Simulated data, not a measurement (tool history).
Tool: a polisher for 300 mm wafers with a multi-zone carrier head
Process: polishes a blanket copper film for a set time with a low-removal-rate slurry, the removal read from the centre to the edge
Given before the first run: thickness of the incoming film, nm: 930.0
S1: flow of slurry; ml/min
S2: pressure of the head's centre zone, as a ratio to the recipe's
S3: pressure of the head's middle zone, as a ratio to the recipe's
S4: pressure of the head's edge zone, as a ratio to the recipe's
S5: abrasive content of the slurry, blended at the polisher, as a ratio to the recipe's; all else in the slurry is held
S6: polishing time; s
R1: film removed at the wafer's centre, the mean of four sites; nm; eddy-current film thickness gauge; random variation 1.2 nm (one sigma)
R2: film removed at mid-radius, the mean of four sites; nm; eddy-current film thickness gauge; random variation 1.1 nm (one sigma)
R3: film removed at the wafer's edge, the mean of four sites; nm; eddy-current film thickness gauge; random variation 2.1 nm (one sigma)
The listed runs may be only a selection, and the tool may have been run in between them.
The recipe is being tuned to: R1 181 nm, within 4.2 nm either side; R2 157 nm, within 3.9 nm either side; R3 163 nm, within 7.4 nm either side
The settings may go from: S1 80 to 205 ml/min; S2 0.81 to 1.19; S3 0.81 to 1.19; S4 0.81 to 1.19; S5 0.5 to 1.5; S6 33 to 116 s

run  hour   S1    S2    S3    S4    S5  S6      R1      R2      R3
  1     0  135     1     1     1     1  74  143.89  139.22  146.51
  2   5.9  150  1.03  1.01  1.02     1  74  150.86  144.67   147.2
  3   6.6  150  1.03  1.07  1.02     1  74  150.35  148.78  145.31
  4  12.9  160  1.06  1.05  1.05  1.05  74   160.5  152.04  152.58
  5  20.7  170  1.08  1.04  1.06  1.05  74  161.55  151.64  157.11
  6    28  170  1.11  1.04  1.06  1.05  74  167.62  151.94  154.98
  7  36.8  175  1.12  1.04  1.07  1.05  74   169.3  149.96  156.05
  8  43.8  180  1.13  1.05  1.08  1.05  74  172.58  153.07   155.3
  9  48.2  185  1.14  1.05  1.09  1.05  74  174.64  155.08  161.55
 10  53.8  190  1.15  1.05  1.09  1.05  74  175.98  155.04  160.11

5 next moves are on the table. One of them brings every result within its allowed miss. Which?
  A  59.4  145  1.08  1.03  1.01   1.2  75   ?   ?   ?
  B  59.4  175  1.14  1.04  1.07   1.1  76   ?   ?   ?
  C  59.4  205  1.07  0.94  1.13   1.3  74   ?   ?   ?
  D  59.4  205  1.01  1.05  1.07  0.95  78   ?   ?   ?
  E  59.4  175  1.14  1.06   1.1   1.1  72   ?   ?   ?

move      R1      R2      R3
   A  169.07  153.82  152.57
   B  181.42  157.38  158.29
   C  176.59   149.4  167.54
   D  163.08  160.11   158.8
   E   171.9  151.52  152.01
A: the biggest miss grows against the last run
B: all results in spec
C: the biggest miss grows against the last run
D: the biggest miss grows against the last run
E: the biggest miss grows against the last run
So the answer is move B, the one that meets all the targets.
